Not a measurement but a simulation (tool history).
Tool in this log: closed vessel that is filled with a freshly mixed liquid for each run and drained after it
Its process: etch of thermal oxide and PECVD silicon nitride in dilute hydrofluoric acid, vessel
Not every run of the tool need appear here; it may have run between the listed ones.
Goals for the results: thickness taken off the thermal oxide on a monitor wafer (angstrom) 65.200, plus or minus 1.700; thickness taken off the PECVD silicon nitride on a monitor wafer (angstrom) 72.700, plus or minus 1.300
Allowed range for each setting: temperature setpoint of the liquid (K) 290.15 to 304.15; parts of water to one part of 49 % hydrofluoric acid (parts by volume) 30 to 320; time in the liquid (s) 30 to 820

run	hour	temperature setpoint of the liquid (K)	parts of water to one part of 49 % hydrofluoric acid (parts by volume)	time in the liquid (s)	thickness taken off the thermal oxide on a monitor wafer (angstrom)	thickness taken off the PECVD silicon nitride on a monitor wafer (angstrom)
1	0.0	296.15	175	420	89.341	114.820
2	8.0	296.15	150	420	107.660	133.210
3	12.9	296.15	105	420	161.190	189.530
4	15.7	294.65	125	420	123.970	143.850
5	20.4	293.65	135	420	109.270	125.620
6	21.4	293.65	135	535	139.870	159.420
7	30.8	292.65	150	530	118.240	132.600
8	36.7	292.15	165	530	103.690	116.820

5 candidate next runs follow, results not yet known. Just one meets every target within its allowed miss. Identify it.
A	42.6	290.15	240	565	?	?
B	42.6	298.15	280	405	?	?
C	42.6	292.15	230	465	?	?
D	42.6	291.65	165	340	?	?
E	42.6	292.65	230	460	?	?

move	thickness taken off the thermal oxide on a monitor wafer (angstrom)	thickness taken off the PECVD silicon nitride on a monitor wafer (angstrom)
A	65.664	75.918
B	52.723	79.059
C	61.585	74.472
D	65.246	72.303
E	62.132	76.178
A: moves toward the targets from the last run without getting all of them in spec
B: moves toward the targets from the last run without getting all of them in spec
C: moves toward the targets from the last run without getting all of them in spec
D: all results land within tolerance of their targets
E: moves toward the targets from the last run without getting all of them in spec
The right move is D.

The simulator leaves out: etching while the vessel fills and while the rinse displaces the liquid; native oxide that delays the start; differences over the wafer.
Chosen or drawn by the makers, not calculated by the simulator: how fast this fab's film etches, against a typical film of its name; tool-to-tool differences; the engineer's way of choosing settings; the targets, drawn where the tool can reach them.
